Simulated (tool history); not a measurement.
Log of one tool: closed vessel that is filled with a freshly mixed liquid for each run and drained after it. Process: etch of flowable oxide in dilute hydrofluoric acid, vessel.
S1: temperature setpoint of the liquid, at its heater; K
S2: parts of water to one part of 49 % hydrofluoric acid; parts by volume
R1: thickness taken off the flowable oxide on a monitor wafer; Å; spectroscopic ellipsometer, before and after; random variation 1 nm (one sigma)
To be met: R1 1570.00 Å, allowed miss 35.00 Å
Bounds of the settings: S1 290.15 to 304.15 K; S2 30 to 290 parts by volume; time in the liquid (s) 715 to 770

{"run": 1, "hour": 0.0, "S1": 296.15, "S2": 160, "time in the liquid (s)": 715, "R1": 866.31}
{"run": 2, "hour": 7.1, "S1": 293.15, "S2": 160, "time in the liquid (s)": 715, "R1": 775.66}
{"run": 3, "hour": 10.6, "S1": 294.65, "S2": 155, "time in the liquid (s)": 715, "R1": 843.21}
{"run": 4, "hour": 11.4, "S1": 296.15, "S2": 150, "time in the liquid (s)": 715, "R1": 924.09}
{"run": 5, "hour": 15.3, "S1": 297.15, "S2": 145, "time in the liquid (s)": 715, "R1": 1019.5}
{"run": 6, "hour": 18.8, "S1": 298.15, "S2": 140, "time in the liquid (s)": 715, "R1": 1097.4}
{"run": 7, "hour": 24.8, "S1": 299.15, "S2": 140, "time in the liquid (s)": 715, "R1": 1130.4}
{"run": 8, "hour": 27.1, "S1": 299.65, "S2": 135, "time in the liquid (s)": 715, "R1": 1201.0}
{"run": 9, "hour": 35.1, "S1": 300.15, "S2": 135, "time in the liquid (s)": 715, "R1": 1223.5}
{"run": 10, "hour": 43.2, "S1": 300.65, "S2": 135, "time in the liquid (s)": 715, "R1": 1256.9}
{"run": 11, "hour": 47.2, "S1": 301.15, "S2": 135, "time in the liquid (s)": 715, "R1": 1280.9}
{"run": 12, "hour": 54.7, "S1": 301.65, "S2": 135, "time in the liquid (s)": 715, "R1": 1310.2}
{"run": 13, "hour": 63.4, "S1": 304.15, "S2": 120, "time in the liquid (s)": 715, "R1": 1625.8}

Which of these 5 next moves meets every target?
{"run": "A", "hour": 72.1, "S1": 299.65, "S2": 110, "time in the liquid (s)": 730, "R1": "?"}
{"run": "B", "hour": 72.1, "S1": 303.15, "S2": 115, "time in the liquid (s)": 715, "R1": "?"}
{"run": "C", "hour": 72.1, "S1": 304.15, "S2": 130, "time in the liquid (s)": 715, "R1": "?"}
{"run": "D", "hour": 72.1, "S1": 297.65, "S2": 95, "time in the liquid (s)": 725, "R1": "?"}
{"run": "E", "hour": 72.1, "S1": 302.15, "S2": 110, "time in the liquid (s)": 715, "R1": "?"}

move=A R1=1548.80
move=B R1=1644.80
move=C R1=1478.40
move=D R1=1679.10
move=E R1=1668.10
A: meets every target
B: further off than the last run
C: takes the result that was furthest off past its target
D: further off than the last run
E: further off than the last run
Answer: A
